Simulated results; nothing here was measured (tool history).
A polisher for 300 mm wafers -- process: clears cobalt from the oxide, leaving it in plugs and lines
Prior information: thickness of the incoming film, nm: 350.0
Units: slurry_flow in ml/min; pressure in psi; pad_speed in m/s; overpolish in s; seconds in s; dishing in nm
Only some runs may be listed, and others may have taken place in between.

{"run": 1, "day": 0.0, "slurry_flow": 235, "pressure": 1.6, "pad_speed": 1.04, "overpolish": 16, "seconds": 74.452, "dishing": 40.509}
{"run": 2, "day": 0.225, "slurry_flow": 235, "pressure": 1.4, "pad_speed": 0.94, "overpolish": 13, "seconds": 94.609, "dishing": 32.135}
{"run": 3, "day": 0.462, "slurry_flow": 235, "pressure": 1.4, "pad_speed": 0.82, "overpolish": 13, "seconds": 108.99, "dishing": 29.385}
{"run": 4, "day": 0.625, "slurry_flow": 235, "pressure": 1.2, "pad_speed": 0.82, "overpolish": 12, "seconds": 125.95, "dishing": 25.064}
{"run": 5, "day": 0.654, "slurry_flow": 235, "pressure": 1.2, "pad_speed": 0.82, "overpolish": 19, "seconds": 125.64, "dishing": 33.219}
{"run": 6, "day": 0.754, "slurry_flow": 205, "pressure": 1.2, "pad_speed": 0.82, "overpolish": 19, "seconds": 130.56, "dishing": 33.513}
{"run": 7, "day": 0.942, "slurry_flow": 215, "pressure": 1.1, "pad_speed": 0.82, "overpolish": 16, "seconds": 138.49, "dishing": 29.056}
{"run": 8, "day": 1.179, "slurry_flow": 225, "pressure": 1.0, "pad_speed": 0.82, "overpolish": 14, "seconds": 153.79, "dishing": 24.387}
{"run": 9, "day": 1.408, "slurry_flow": 230, "pressure": 1.0, "pad_speed": 0.82, "overpolish": 13, "seconds": 150.89, "dishing": 22.724}
{"run": 10, "day": 1.721, "slurry_flow": 235, "pressure": 0.9, "pad_speed": 0.82, "overpolish": 13, "seconds": 167.74, "dishing": 21.691}
{"run": 11, "day": 1.862, "slurry_flow": 240, "pressure": 0.9, "pad_speed": 0.82, "overpolish": 13, "seconds": 166.5, "dishing": 21.721}
{"run": 12, "day": 2.138, "slurry_flow": 245, "pressure": 0.9, "pad_speed": 0.82, "overpolish": 13, "seconds": 162.43, "dishing": 21.28}

Expected results for the next run?
{"run": 13, "day": 2.158, "slurry_flow": 250, "pressure": 0.9, "pad_speed": 0.82, "overpolish": 13, "seconds": "?", "dishing": "?"}

{"run 13": {"seconds": 164.36, "dishing": 21.75}}
